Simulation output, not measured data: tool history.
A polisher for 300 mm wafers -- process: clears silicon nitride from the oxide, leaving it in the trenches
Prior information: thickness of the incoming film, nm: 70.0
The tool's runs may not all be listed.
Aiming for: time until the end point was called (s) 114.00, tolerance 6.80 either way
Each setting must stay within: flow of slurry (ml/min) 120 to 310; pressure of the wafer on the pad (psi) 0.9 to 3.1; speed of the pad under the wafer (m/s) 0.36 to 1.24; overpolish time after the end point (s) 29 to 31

| run | hour | flow of slurry (ml/min) | pressure of the wafer on the pad (psi) | speed of the pad under the wafer (m/s) | overpolish time after the end point (s) | time until the end point was called (s) |
|---|---|---|---|---|---|---|
| 1 | 0.0 | 200 | 2.0 | 0.80 | 29 | 156.01 |
| 2 | 6.6 | 200 | 1.7 | 0.80 | 29 | 186.97 |
| 3 | 7.8 | 200 | 1.7 | 0.66 | 29 | 213.53 |
| 4 | 8.4 | 200 | 1.7 | 0.56 | 29 | 250.67 |
| 5 | 17.2 | 200 | 1.9 | 0.58 | 29 | 222.20 |
| 6 | 18.4 | 200 | 2.1 | 0.60 | 29 | 187.26 |
| 7 | 24.9 | 200 | 2.2 | 0.60 | 29 | 181.57 |
| 8 | 27.9 | 200 | 2.3 | 0.60 | 29 | 176.53 |
| 9 | 35.0 | 200 | 2.4 | 0.62 | 29 | 163.44 |
| 10 | 40.5 | 200 | 2.5 | 0.62 | 29 | 157.61 |
| 11 | 43.9 | 200 | 2.6 | 0.62 | 29 | 148.81 |
| 12 | 46.2 | 200 | 2.7 | 0.62 | 29 | 143.17 |
| 13 | 49.4 | 200 | 2.7 | 0.62 | 29 | 147.28 |
|  | 56.4 | worn pad replaced by a new one |
| 14 | 56.4 | 200 | 2.8 | 0.64 | 29 | 121.65 |
| 15 | 63.6 | 200 | 2.8 | 0.64 | 29 | 123.34 |
| 16 | 71.5 | 200 | 2.9 | 0.64 | 29 | 122.24 |

5 candidate next runs follow, results not yet known. Just one meets every target within its allowed miss. Identify it.
| A | 79.4 | 215 | 2.8 | 0.60 | 31 | ? |
| B | 79.4 | 240 | 2.8 | 0.62 | 29 | ? |
| C | 79.4 | 215 | 2.8 | 0.72 | 29 | ? |
| D | 79.4 | 210 | 2.7 | 0.60 | 29 | ? |
| E | 79.4 | 155 | 2.9 | 0.58 | 31 | ? |

| move | time until the end point was called (s) |
|---|---|
| A | 136.17 |
| B | 130.95 |
| C | 116.22 |
| D | 141.45 |
| E | 140.53 |
A: its largest miss is bigger than the last run's
B: its largest miss is bigger than the last run's
C: meets every target
D: its largest miss is bigger than the last run's
E: its largest miss is bigger than the last run's
Answer: C
